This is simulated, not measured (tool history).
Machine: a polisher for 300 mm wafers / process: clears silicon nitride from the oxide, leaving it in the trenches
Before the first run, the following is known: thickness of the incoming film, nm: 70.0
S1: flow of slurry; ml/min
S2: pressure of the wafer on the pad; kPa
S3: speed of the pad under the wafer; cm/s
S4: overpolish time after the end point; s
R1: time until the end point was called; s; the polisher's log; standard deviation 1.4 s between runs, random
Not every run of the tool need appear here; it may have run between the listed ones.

run,hour,S1,S2,S3,S4,R1
1,0,125,12.4,94,30,146.05
2,5.9,140,12.4,94,30,142.89
3,12.4,140,12.4,108,30,123.86
4,20,140,13.1,108,30,117.4
5,22.6,155,13.1,108,30,113.32
6,27.5,155,13.1,108,30,116.2
7,31.2,155,13.8,108,30,110.18
8,35.5,155,14.5,108,30,106.07

Run 9 is up next; what results do you expect?
9,42,155,15.2,108,30,?

R1: 100.12 s

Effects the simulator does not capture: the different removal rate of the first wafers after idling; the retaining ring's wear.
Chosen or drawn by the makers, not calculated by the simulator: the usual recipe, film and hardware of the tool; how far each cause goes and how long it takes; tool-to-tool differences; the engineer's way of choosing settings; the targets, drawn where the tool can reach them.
